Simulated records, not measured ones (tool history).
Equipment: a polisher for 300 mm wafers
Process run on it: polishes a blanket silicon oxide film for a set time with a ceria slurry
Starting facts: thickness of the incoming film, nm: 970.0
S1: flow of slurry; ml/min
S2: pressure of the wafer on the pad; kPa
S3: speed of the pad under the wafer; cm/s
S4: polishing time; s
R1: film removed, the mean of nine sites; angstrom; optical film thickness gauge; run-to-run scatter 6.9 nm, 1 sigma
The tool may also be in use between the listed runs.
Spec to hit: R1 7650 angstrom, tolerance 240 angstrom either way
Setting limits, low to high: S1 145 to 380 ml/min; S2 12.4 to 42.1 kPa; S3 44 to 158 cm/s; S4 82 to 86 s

run,hour,S1,S2,S3,S4,R1
1,0,245,26.9,100,82,4690.8
2,1.1,205,26.9,100,82,4481.2
3,2.1,205,29,100,82,4884.3
4,2.6,205,29,118,82,5666
5,9.8,230,31,118,82,6070.1
6,15.5,235,33.1,118,82,6389.4
7,21.6,235,35.2,118,82,6827.9
8,25.8,235,36.5,118,82,7088.8
9,28.5,235,36.5,118,82,7024.4
10,29.3,235,37.2,118,82,7160.2
11,37.6,235,37.9,118,82,7262.3

Which of these 5 next moves meets every target?
A,45.9,205,33.8,126,83,?
B,45.9,245,33.8,132,85,?
C,45.9,185,35.9,112,82,?
D,45.9,215,35.9,112,85,?
E,45.9,195,38.6,114,83,?

move,R1
A,6867.7
B,7472.5
C,6369.6
D,6717.6
E,7050.1
A: its largest miss is bigger than the last run's
B: hits every target within its allowed miss
C: its largest miss is bigger than the last run's
D: its largest miss is bigger than the last run's
E: its largest miss is bigger than the last run's
B is the move that brings every result within its allowed miss.
